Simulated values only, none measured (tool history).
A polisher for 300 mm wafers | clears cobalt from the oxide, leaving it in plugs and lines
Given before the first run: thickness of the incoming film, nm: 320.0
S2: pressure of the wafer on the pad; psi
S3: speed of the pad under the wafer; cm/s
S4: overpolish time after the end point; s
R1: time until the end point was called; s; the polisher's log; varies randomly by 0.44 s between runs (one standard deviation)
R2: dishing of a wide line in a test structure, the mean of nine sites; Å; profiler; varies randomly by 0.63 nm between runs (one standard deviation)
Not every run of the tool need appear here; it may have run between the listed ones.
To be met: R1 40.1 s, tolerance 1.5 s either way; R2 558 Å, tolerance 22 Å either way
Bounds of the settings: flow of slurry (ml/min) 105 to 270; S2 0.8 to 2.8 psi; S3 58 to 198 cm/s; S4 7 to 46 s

{"run": 1, "day": 0.0, "flow of slurry (ml/min)": 175, "S2": 1.8, "S3": 128, "S4": 24, "R1": 55.811, "R2": 560.84}
{"run": 2, "day": 0.204, "flow of slurry (ml/min)": 200, "S2": 1.8, "S3": 128, "S4": 24, "R1": 55.506, "R2": 561.24}
{"run": 3, "day": 0.396, "flow of slurry (ml/min)": 200, "S2": 1.6, "S3": 128, "S4": 24, "R1": 62.545, "R2": 539.53}
{"run": 4, "day": 0.675, "flow of slurry (ml/min)": 200, "S2": 1.6, "S3": 106, "S4": 24, "R1": 74.716, "R2": 500.49}
{"run": 5, "day": 0.946, "flow of slurry (ml/min)": 200, "S2": 2, "S3": 106, "S4": 24, "R1": 59.432, "R2": 545.17}
{"run": 6, "day": 1.229, "flow of slurry (ml/min)": 200, "S2": 2, "S3": 106, "S4": 18, "R1": 59.653, "R2": 488.11}
{"run": 7, "day": 1.388, "flow of slurry (ml/min)": 200, "S2": 2.2, "S3": 106, "S4": 18, "R1": 55.166, "R2": 511.48}
{"run": 8, "day": 1.725, "flow of slurry (ml/min)": 200, "S2": 2.4, "S3": 108, "S4": 17, "R1": 49.225, "R2": 529.29}
{"run": 9, "day": 1.896, "flow of slurry (ml/min)": 200, "S2": 2.5, "S3": 108, "S4": 16, "R1": 46.51, "R2": 520.77}
{"run": 10, "day": 2.033, "flow of slurry (ml/min)": 200, "S2": 2.6, "S3": 108, "S4": 16, "R1": 45.571, "R2": 525.21}
{"run": 11, "day": 2.129, "flow of slurry (ml/min)": 200, "S2": 2.7, "S3": 110, "S4": 16, "R1": 42.558, "R2": 523.57}
{"run": 12, "day": 2.162, "flow of slurry (ml/min)": 200, "S2": 2.7, "S3": 110, "S4": 17, "R1": 42.572, "R2": 554.52}

Pick the move, out of 5, that brings all results within their allowed miss; only one does.
{"run": "A", "day": 2.196, "flow of slurry (ml/min)": 230, "S2": 2.8, "S3": 110, "S4": 13, "R1": "?", "R2": "?"}
{"run": "B", "day": 2.196, "flow of slurry (ml/min)": 210, "S2": 2.8, "S3": 112, "S4": 14, "R1": "?", "R2": "?"}
{"run": "C", "day": 2.196, "flow of slurry (ml/min)": 190, "S2": 2.6, "S3": 112, "S4": 19, "R1": "?", "R2": "?"}
{"run": "D", "day": 2.196, "flow of slurry (ml/min)": 195, "S2": 2.8, "S3": 104, "S4": 19, "R1": "?", "R2": "?"}
{"run": "E", "day": 2.196, "flow of slurry (ml/min)": 245, "S2": 2.6, "S3": 122, "S4": 17, "R1": "?", "R2": "?"}

move=A R1=40.264 R2=503.12
move=B R1=40.059 R2=519.37
move=C R1=43.687 R2=559.92
move=D R1=43.329 R2=561.26
move=E R1=39.053 R2=559.75
A: puts the biggest miss on target and leaves a different result outside tolerance
B: puts the biggest miss on target and leaves a different result outside tolerance
C: further off than the last run
D: further off than the last run
E: in spec on every target
So the answer is move E, the one that meets all the targets.
